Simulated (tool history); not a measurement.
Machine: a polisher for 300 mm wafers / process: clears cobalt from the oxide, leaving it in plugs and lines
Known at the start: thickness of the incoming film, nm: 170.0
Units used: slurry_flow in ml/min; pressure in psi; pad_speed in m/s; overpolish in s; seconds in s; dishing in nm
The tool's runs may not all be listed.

{"run": 1, "hour": 0.0, "slurry_flow": 230, "pressure": 2, "pad_speed": 1.22, "overpolish": 13, "seconds": 29.755, "dishing": 47.271}
{"run": 2, "hour": 8.1, "slurry_flow": 230, "pressure": 2, "pad_speed": 1.22, "overpolish": 10, "seconds": 29.159, "dishing": 39.617}
{"run": 3, "hour": 9.0, "slurry_flow": 230, "pressure": 1.8, "pad_speed": 1.22, "overpolish": 11, "seconds": 32.374, "dishing": 42.212}
{"run": 4, "hour": 13.0, "slurry_flow": 230, "pressure": 1.7, "pad_speed": 1.22, "overpolish": 11, "seconds": 33.427, "dishing": 42.058}
{"run": 5, "hour": 19.0, "slurry_flow": 275, "pressure": 1.7, "pad_speed": 1.22, "overpolish": 11, "seconds": 33.982, "dishing": 41.004}
{"run": 6, "hour": 22.3, "slurry_flow": 275, "pressure": 1.7, "pad_speed": 1.46, "overpolish": 11, "seconds": 28.027, "dishing": 43.401}
{"run": 7, "hour": 23.5, "slurry_flow": 275, "pressure": 1.5, "pad_speed": 1.44, "overpolish": 11, "seconds": 31.078, "dishing": 42.467}
{"run": 8, "hour": 32.0, "slurry_flow": 275, "pressure": 1.4, "pad_speed": 1.42, "overpolish": 11, "seconds": 33.405, "dishing": 41.33}
{"run": 9, "hour": 36.8, "slurry_flow": 275, "pressure": 1.3, "pad_speed": 1.4, "overpolish": 11, "seconds": 35.836, "dishing": 39.364}
{"run": 10, "hour": 38.4, "slurry_flow": 275, "pressure": 1.2, "pad_speed": 1.4, "overpolish": 12, "seconds": 37.102, "dishing": 40.858}

Forecast run 11:
{"run": 11, "hour": 45.2, "slurry_flow": 275, "pressure": 1.1, "pad_speed": 1.38, "overpolish": 12, "seconds": "?", "dishing": "?"}

Run 11 measured seconds 40.205 s, dishing 38.935 nm.
